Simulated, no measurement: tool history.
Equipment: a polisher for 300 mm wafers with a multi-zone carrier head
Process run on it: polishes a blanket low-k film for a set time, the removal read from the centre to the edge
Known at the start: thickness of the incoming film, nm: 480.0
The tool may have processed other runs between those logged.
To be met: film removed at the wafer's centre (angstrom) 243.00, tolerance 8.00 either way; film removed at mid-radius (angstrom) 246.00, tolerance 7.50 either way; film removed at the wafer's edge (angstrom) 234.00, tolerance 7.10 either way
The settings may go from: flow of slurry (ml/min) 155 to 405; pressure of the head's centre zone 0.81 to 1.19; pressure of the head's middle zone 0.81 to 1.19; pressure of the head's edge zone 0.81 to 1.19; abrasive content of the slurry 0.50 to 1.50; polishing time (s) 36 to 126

run	day	flow of slurry (ml/min)	pressure of the head's centre zone	pressure of the head's middle zone	pressure of the head's edge zone	abrasive content of the slurry	polishing time (s)	film removed at the wafer's centre (angstrom)	film removed at mid-radius (angstrom)	film removed at the wafer's edge (angstrom)
1	0.000	260	1.00	1.00	1.00	1.00	81	455.00	443.20	425.34
2	0.175	260	1.04	1.00	1.00	1.00	81	479.42	438.65	425.43
3	0.358	260	1.04	1.00	1.00	0.90	81	447.56	418.26	396.32
4	0.592	255	1.02	0.98	0.98	0.85	78	406.12	378.18	370.26
5	0.746	255	1.01	0.98	0.96	0.80	75	371.29	348.78	335.20
# day 0.917: edge zone pressure recalibrated
6	0.917	255	0.99	0.97	0.94	0.75	74	349.70	334.43	327.83
7	1.138	250	0.98	0.97	0.93	0.70	72	322.05	306.07	310.59
8	1.371	315	0.96	1.07	0.83	0.50	56	190.07	205.18	177.80
9	1.721	315	0.96	1.07	0.83	0.50	56	190.65	205.28	177.52
10	2.033	315	0.97	1.07	0.87	0.50	56	193.20	205.87	182.63
11	2.308	310	0.98	1.07	0.90	0.55	56	212.95	223.04	198.91
12	2.658	305	0.98	1.07	0.92	0.55	56	208.30	224.72	204.02
13	2.688	305	0.98	1.07	0.92	0.55	56	209.56	221.51	197.42
14	2.846	305	0.98	1.07	0.94	0.55	56	213.04	219.46	204.45
15	3.192	300	0.98	1.07	0.95	0.55	56	211.67	218.80	202.21
16	3.283	300	0.98	1.07	0.96	0.55	56	211.62	223.88	204.34
17	3.412	300	0.99	1.07	0.98	0.55	56	217.60	222.03	207.51
18	3.688	300	0.99	1.07	0.99	0.55	56	213.72	222.45	209.10
19	3.846	300	1.00	1.07	1.00	0.55	56	214.31	221.17	209.27

Exercise: of the 4 proposed moves below, exactly one satisfies all targets within the stated allowed misses. Which move is it?
A	4.004	215	1.01	0.82	1.10	0.50	69	?	?	?
B	4.004	255	1.04	1.01	1.16	0.70	51	?	?	?
C	4.004	300	1.00	1.07	0.99	0.60	58	?	?	?
D	4.004	360	1.07	0.90	1.00	0.65	51	?	?	?

move	film removed at the wafer's centre (angstrom)	film removed at mid-radius (angstrom)	film removed at the wafer's edge (angstrom)
A	233.69	191.65	240.55
B	238.06	224.43	241.43
C	237.55	244.18	229.75
D	241.65	200.39	218.87
A: further off than the last run
B: corrects the largest miss of the last run, while another result sits out of spec
C: in spec on every target
D: corrects the largest miss of the last run, while another result sits out of spec
Go with C: it meets all targets.
